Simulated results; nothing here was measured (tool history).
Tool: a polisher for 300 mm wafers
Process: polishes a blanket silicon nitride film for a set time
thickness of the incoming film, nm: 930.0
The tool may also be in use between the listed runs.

| run | day | flow of slurry (ml/min) | pressure of the wafer on the pad (psi) | speed of the pad under the wafer (m/s) | polishing time (s) | film removed (angstrom) |
|---|---|---|---|---|---|---|
| 1 | 0 | 165 | 4.4 | 0.92 | 104 | 2150.1 |
| 2 | 0.062 | 170 | 4.8 | 0.92 | 104 | 2348.2 |
| 3 | 0.262 | 175 | 5.1 | 0.92 | 104 | 2550.1 |
| 4 | 0.633 | 180 | 5.3 | 0.92 | 104 | 2590.2 |
| 5 | 1 | 180 | 5.3 | 0.92 | 109 | 2720.5 |
| 6 | 1.104 | 180 | 5.5 | 0.92 | 109 | 2886.3 |
| 7 | 1.196 | 180 | 5.6 | 0.92 | 109 | 2883.3 |

Run 8 comes next. What will it give?
| 8 | 1.229 | 185 | 5.7 | 0.92 | 109 | ? |

film removed (angstrom): 2990.9
